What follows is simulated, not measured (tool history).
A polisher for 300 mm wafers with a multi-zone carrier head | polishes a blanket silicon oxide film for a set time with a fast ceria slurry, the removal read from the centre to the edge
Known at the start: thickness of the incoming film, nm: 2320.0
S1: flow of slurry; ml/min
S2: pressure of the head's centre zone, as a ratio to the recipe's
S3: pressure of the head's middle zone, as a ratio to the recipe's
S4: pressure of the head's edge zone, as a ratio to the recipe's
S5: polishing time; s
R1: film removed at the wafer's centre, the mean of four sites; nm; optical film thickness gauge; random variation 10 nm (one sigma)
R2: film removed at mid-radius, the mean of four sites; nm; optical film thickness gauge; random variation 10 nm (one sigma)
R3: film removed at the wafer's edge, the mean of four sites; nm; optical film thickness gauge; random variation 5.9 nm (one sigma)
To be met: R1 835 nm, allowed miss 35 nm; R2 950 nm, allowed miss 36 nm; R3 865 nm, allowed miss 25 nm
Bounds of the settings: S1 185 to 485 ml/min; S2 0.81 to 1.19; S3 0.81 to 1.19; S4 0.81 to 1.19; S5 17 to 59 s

run 1 hour=0 | S1=310 S2=1 S3=1 S4=1 S5=38 | R1=664.93 R2=647.41 R3=642.21
run 2 hour=1.7 | S1=315 S2=1 S3=1.04 S4=1.03 S5=40 | R1=691.92 R2=700.39 R3=694.1
run 3 hour=6.2 | S1=315 S2=1.08 S3=1.04 S4=1.03 S5=40 | R1=758.07 R2=716.71 R3=701.49
run 4 hour=11.1 | S1=320 S2=1.07 S3=1.07 S4=1.04 S5=41 | R1=766.74 R2=757.35 R3=716.23
run 5 hour=12.5 | S1=375 S2=1.07 S3=1.07 S4=1.04 S5=41 | R1=758.57 R2=753.72 R3=714.79
run 6 hour=14.5 | S1=375 S2=1.07 S3=1.07 S4=1.04 S5=38 | R1=720.2 R2=702.77 R3=671.29
run 7 hour=22.8 | S1=375 S2=1.06 S3=1.09 S4=1.06 S5=40 | R1=751.27 R2=746.36 R3=707.79
run 8 hour=30.9 | S1=375 S2=1.04 S3=1.11 S4=1.07 S5=42 | R1=794.06 R2=807.24 R3=754.04
run 9 hour=35.7 | S1=375 S2=1.01 S3=1.13 S4=1.08 S5=43 | R1=762.11 R2=821.68 R3=781.61
run 10 hour=43.2 | S1=375 S2=1.01 S3=1.14 S4=1.08 S5=44 | R1=782.23 R2=859.35 R3=788.37
run 11 hour=49.4 | S1=375 S2=1.01 S3=1.15 S4=1.09 S5=45 | R1=802.35 R2=898.26 R3=813.01
run 12 hour=57 | S1=375 S2=1.01 S3=1.16 S4=1.1 S5=45 | R1=807.12 R2=884.68 R3=812.01
run 13 hour=65.3 | S1=380 S2=1.01 S3=1.17 S4=1.11 S5=45 | R1=813.3 R2=910.73 R3=808.6
run 14 hour=73 | S1=385 S2=1 S3=1.17 S4=1.12 S5=45 | R1=785.71 R2=900.64 R3=822.68
run 15 hour=81.8 | S1=385 S2=1.01 S3=1.17 S4=1.13 S5=45 | R1=806.19 R2=886.41 R3=819.62
run 16 hour=85 | S1=390 S2=1 S3=1.18 S4=1.13 S5=46 | R1=819.11 R2=921 R3=834.11

5 next moves are on the table. One of them brings every result within its allowed miss. Which?
run A hour=88.2 | S1=350 S2=0.93 S3=1.11 S4=1.19 S5=47 | R1=? R2=? R3=?
run B hour=88.2 | S1=365 S2=0.98 S3=1.19 S4=0.99 S5=47 | R1=? R2=? R3=?
run C hour=88.2 | S1=430 S2=1.06 S3=1.19 S4=1.13 S5=44 | R1=? R2=? R3=?
run D hour=88.2 | S1=365 S2=1.01 S3=1.12 S4=1.15 S5=46 | R1=? R2=? R3=?
run E hour=88.2 | S1=295 S2=1 S3=1.18 S4=1.15 S5=48 | R1=? R2=? R3=?

move=A R1=773.02 R2=885.58 R3=881.92
move=B R1=817.49 R2=943.73 R3=825.83
move=C R1=838.26 R2=894.33 R3=818.95
move=D R1=823.7 R2=876.32 R3=854.2
move=E R1=832.33 R2=937.02 R3=876.66
A: brings the result that was furthest off to its target, and leaves another outside
B: further off than the last run
C: further off than the last run
D: brings the result that was furthest off to its target, and leaves another outside
E: meets every target
The right move is E.
